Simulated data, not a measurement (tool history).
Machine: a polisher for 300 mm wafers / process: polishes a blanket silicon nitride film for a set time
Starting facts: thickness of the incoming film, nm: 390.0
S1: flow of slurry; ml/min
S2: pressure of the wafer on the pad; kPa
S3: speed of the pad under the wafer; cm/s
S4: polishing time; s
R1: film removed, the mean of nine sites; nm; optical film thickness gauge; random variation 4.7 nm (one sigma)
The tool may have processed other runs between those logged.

run  hour   S1    S2   S3  S4      R1
  1   0.0  210  25.5  138  83  194.82
  2   7.7  210  25.5  160  83  223.88
  3  14.4  210  25.5  182  83  242.50
  4  19.2  255  25.5  182  83  248.99
  5  24.9  255  26.9  184  83  261.64
  6  26.1  255  21.4  184  83  219.22
  7  27.9  255  28.3  192  83  279.58

Run 8 is up next; what results do you expect?
  8  33.6  255  29.6  194  83   ?

Run 8 measured R1 297.56 nm.
